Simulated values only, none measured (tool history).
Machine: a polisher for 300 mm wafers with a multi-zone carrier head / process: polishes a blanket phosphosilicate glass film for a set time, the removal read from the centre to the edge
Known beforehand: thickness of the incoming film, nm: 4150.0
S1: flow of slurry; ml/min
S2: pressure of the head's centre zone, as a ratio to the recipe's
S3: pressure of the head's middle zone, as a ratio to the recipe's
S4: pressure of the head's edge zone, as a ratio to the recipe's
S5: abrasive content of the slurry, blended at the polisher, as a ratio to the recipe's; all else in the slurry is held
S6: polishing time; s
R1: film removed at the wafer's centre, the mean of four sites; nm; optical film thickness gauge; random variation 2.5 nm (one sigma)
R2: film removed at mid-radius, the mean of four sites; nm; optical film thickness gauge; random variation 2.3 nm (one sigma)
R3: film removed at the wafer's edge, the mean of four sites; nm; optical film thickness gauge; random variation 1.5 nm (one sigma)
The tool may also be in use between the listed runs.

run,hour,S1,S2,S3,S4,S5,S6,R1,R2,R3
1,0,155,1,1,1,1,58,428.89,445.3,436.26
2,2.8,150,1.01,0.97,0.98,0.9,54,373.27,371.14,376.83
3,10.5,150,1.01,0.97,0.98,0.9,42,290.42,284.72,294.95
4,15,150,1.01,0.97,1.04,0.9,42,295.13,288.81,301.48
5,17.2,150,1.01,0.92,1.04,0.9,42,290.26,278.25,302.6
6,18.6,150,1.02,0.92,1.02,0.85,41,274.92,263.51,282.78
7,27.4,145,1.04,0.91,1,0.8,41,271.13,250.65,270.5
8,35.6,140,1.05,0.9,0.98,0.75,41,262.55,234.87,254.57
9,40.8,135,1.05,0.9,0.96,0.7,41,244.71,225.55,240
10,43.8,130,1.06,0.89,0.94,0.7,41,247.93,217.74,236.02
11,47.7,125,1.06,0.89,0.92,0.7,41,245.36,222.8,231.81

For run 12, what comes out?
12,55.1,120,1.06,0.88,0.91,0.7,41,?,?,?

R1: 241.04 nm
R2: 209.33 nm
R3: 231.06 nm

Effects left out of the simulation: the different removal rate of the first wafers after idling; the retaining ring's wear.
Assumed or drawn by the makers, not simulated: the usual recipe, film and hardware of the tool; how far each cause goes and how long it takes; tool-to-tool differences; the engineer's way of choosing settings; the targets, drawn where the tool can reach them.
